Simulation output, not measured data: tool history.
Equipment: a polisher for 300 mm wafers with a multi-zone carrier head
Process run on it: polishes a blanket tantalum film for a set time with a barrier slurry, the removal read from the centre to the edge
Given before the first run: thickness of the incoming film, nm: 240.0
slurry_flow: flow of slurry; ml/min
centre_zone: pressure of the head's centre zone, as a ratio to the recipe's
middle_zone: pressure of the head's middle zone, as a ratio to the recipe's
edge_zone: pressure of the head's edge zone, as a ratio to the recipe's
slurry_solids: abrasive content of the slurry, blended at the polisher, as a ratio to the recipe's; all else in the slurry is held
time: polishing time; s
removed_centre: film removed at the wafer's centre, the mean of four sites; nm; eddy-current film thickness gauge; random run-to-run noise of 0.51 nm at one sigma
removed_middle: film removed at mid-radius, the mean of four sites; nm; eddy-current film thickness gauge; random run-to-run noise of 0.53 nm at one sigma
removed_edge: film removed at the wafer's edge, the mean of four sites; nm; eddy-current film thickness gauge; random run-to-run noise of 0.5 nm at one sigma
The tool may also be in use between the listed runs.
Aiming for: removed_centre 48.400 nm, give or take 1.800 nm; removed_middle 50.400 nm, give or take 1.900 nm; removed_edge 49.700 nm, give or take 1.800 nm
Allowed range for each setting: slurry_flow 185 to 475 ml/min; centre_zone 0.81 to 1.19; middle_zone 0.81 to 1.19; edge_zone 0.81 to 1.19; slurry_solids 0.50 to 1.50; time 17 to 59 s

run	hour	slurry_flow	centre_zone	middle_zone	edge_zone	slurry_solids	time	removed_centre	removed_middle	removed_edge
1	0.0	305	1.00	1.00	1.00	1.00	38	61.411	60.201	60.737
2	8.1	305	1.06	1.00	1.00	1.00	38	64.183	60.546	61.297
3	10.1	305	1.06	1.00	1.08	1.00	38	65.879	59.745	64.040
4	18.2	305	1.03	0.99	1.04	0.90	38	60.299	56.805	58.693
5	25.9	305	1.03	0.99	1.04	1.05	38	64.689	60.184	63.405
6	31.2	305	1.00	0.97	1.01	1.00	38	60.915	58.056	60.870
7	39.5	305	0.98	0.96	0.98	0.95	38	57.712	56.569	59.714
8	42.7	305	0.98	0.96	0.96	0.85	38	55.710	53.387	55.895
9	47.1	305	0.96	0.96	0.94	0.80	38	53.571	50.918	53.922
10	52.3	300	0.94	0.97	0.92	0.80	38	50.951	51.661	52.156
11	55.6	295	0.94	0.97	0.91	0.80	38	51.001	52.412	51.844
12	60.6	290	0.94	0.97	0.90	0.80	38	50.219	51.280	51.352
13	67.2	285	0.94	0.97	0.89	0.80	38	51.036	51.533	51.063
14	73.8	280	0.93	0.97	0.89	0.80	38	49.862	51.508	52.539
15	80.5	285	0.93	0.97	0.88	0.80	38	50.206	50.792	51.072
16	82.5	280	0.90	0.98	0.85	0.75	38	47.314	49.858	47.789

Below are 4 possible settings for the next run. Only one of them brings all results inside the allowed miss of their targets. Which is it?
A	84.5	250	0.94	0.94	0.83	0.80	36	?	?	?
B	84.5	305	0.97	1.05	0.81	0.60	44	?	?	?
C	84.5	425	0.88	0.92	0.81	1.00	33	?	?	?
D	84.5	270	0.94	1.01	0.81	0.70	39	?	?	?

move	removed_centre	removed_middle	removed_edge
A	47.658	46.746	46.363
B	48.270	50.214	44.621
C	48.165	49.399	48.840
D	47.393	49.317	45.430
A: lands further from the targets than the last run did
B: lands further from the targets than the last run did
C: hits every target within its allowed miss
D: lands further from the targets than the last run did
Move C is the one to make.
